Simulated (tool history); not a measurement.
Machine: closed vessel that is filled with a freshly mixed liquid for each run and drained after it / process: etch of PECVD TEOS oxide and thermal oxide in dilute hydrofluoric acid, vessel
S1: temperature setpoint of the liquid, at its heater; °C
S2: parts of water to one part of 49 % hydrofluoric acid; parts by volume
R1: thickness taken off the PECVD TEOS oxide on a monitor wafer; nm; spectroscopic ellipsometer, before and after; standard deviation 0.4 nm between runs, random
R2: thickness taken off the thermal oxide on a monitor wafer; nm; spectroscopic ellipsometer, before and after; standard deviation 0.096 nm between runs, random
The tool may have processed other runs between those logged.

Run 1, day 0: S1 22 °C, S2 185 parts by volume, time in the liquid (s) 280. Result: R1 26.761 nm, R2 6.5547 nm.
Run 2, day 0.246: S1 24 °C, S2 180 parts by volume, time in the liquid (s) 280. Result: R1 30.137 nm, R2 7.2598 nm.
Run 3, day 0.496: S1 25 °C, S2 175 parts by volume, time in the liquid (s) 280. Result: R1 32.13 nm, R2 7.9272 nm.
Run 4, day 0.788: S1 26 °C, S2 170 parts by volume, time in the liquid (s) 280. Result: R1 34.688 nm, R2 8.4743 nm.
Run 5, day 1.108: S1 26 °C, S2 115 parts by volume, time in the liquid (s) 280. Result: R1 55.189 nm, R2 13.372 nm.
Run 6, day 1.417: S1 26 °C, S2 115 parts by volume, time in the liquid (s) 170. Result: R1 33.125 nm, R2 7.9656 nm.
Run 7, day 1.475: S1 27 °C, S2 110 parts by volume, time in the liquid (s) 170. Result: R1 36.398 nm, R2 8.8303 nm.
Run 8, day 1.575: S1 27.5 °C, S2 110 parts by volume, time in the liquid (s) 170. Result: R1 37.075 nm, R2 9.0076 nm.

Forecast run 9:
Run 9, day 1.954: S1 28 °C, S2 110 parts by volume, time in the liquid (s) 170. Result: R1 ?, R2 ?.

{"run 9": {"R1": 38.525, "R2": 9.064}}

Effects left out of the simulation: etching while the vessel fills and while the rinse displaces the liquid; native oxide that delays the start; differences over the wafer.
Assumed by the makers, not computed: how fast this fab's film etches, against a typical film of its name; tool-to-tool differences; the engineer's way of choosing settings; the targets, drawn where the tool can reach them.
